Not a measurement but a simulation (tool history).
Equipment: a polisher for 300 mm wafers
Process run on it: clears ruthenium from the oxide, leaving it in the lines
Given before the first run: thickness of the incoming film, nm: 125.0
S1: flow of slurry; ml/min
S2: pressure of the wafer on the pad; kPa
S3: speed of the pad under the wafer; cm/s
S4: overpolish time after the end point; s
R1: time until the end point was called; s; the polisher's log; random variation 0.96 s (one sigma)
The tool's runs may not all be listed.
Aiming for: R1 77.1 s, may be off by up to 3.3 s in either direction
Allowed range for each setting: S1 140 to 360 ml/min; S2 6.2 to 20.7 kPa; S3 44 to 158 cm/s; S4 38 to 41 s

run 1 hour=0 | S1=230 S2=13.1 S3=100 S4=38 | R1=115.72
run 2 hour=7.6 | S1=230 S2=11 S3=100 S4=38 | R1=128.36
run 3 hour=16.5 | S1=230 S2=12.4 S3=100 S4=38 | R1=121.08
run 4 hour=17.1 | S1=230 S2=13.8 S3=100 S4=38 | R1=112.09
run 5 hour=23.6 | S1=230 S2=13.8 S3=100 S4=41 | R1=114.21
-- hour=29.8 slurry nozzle cleaned
run 6 hour=29.8 | S1=230 S2=17.2 S3=100 S4=41 | R1=95.18
run 7 hour=35.2 | S1=230 S2=17.9 S3=100 S4=41 | R1=88.515
run 8 hour=42.8 | S1=230 S2=19.3 S3=100 S4=41 | R1=87.435
run 9 hour=44.3 | S1=230 S2=20 S3=104 S4=41 | R1=80.442

Exactly one of the 4 candidate moves below puts every result within its allowed miss. Which one?
run A hour=45.8 | S1=210 S2=17.9 S3=120 S4=41 | R1=?
run B hour=45.8 | S1=330 S2=20.7 S3=94 S4=39 | R1=?
run C hour=45.8 | S1=235 S2=20.7 S3=98 S4=38 | R1=?
run D hour=45.8 | S1=220 S2=19.3 S3=102 S4=41 | R1=?

move=A R1=78.795
move=B R1=86.128
move=C R1=85.664
move=D R1=87.193
A: hits every target within its allowed miss
B: moves away from the targets compared with the last run
C: moves away from the targets compared with the last run
D: moves away from the targets compared with the last run
The move that meets every target is A.
